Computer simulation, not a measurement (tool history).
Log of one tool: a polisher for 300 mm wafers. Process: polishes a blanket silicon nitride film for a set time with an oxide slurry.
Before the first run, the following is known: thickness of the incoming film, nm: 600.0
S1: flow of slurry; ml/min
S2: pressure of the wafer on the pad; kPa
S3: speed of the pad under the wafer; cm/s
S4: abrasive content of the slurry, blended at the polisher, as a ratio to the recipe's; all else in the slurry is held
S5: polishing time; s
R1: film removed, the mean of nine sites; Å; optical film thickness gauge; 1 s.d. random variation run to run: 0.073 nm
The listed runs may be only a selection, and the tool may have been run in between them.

run	day	S1	S2	S3	S4	S5	R1
1	0	225	17.2	128	1	28	129.64
2	0.246	220	16.5	128	1	28	124.3
3	0.379	220	16.5	146	1	28	138.07
4	0.525	220	20.7	146	1	28	172.64
5	0.842	215	19.3	146	1	28	157.48
6	1.012	205	17.9	146	1	28	145.75
7	1.083	200	13.1	144	1	28	109.42
8	1.117	185	11.7	144	1	28	97.436
9	1.475	190	11.7	144	1	28	96.648

Run 10 is up next; what results do you expect?
10	1.712	195	11.7	144	1	28	?

{"run 10": {"R1": 96.507}}
